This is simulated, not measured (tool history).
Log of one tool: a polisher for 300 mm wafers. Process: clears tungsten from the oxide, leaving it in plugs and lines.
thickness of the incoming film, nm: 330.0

run  hour  flow of slurry (ml/min)  pressure of the wafer on the pad (psi)  speed of the pad under the wafer (cm/s)  abrasive content of the slurry  overpolish time after the end point (s)  time until the end point was called (s)
  1     0                      170                                     3.2                                       98                               1                                       31                                   90.967
  2   7.7                      165                                     3.1                                       98                               1                                       31                                   95.631
  3  12.7                      165                                     3.1                                       90                               1                                       31                                   105.77
  4    14                      165                                     3.1                                       90                               1                                       31                                    103.5
  5  18.3                      165                                     3.8                                       90                               1                                       31                                   84.075
  6  21.9                      165                                     4.4                                       90                               1                                       31                                   73.482
  7    24                      160                                     4.1                                       90                               1                                       31                                   78.366
  8  29.4                      160                                     3.8                                       90                               1                                       31                                   86.155

Run 9 comes next. What will it give?
  9  36.6                      155                                     3.6                                       90                               1                                       31                                        ?

time until the end point was called (s): 91.659
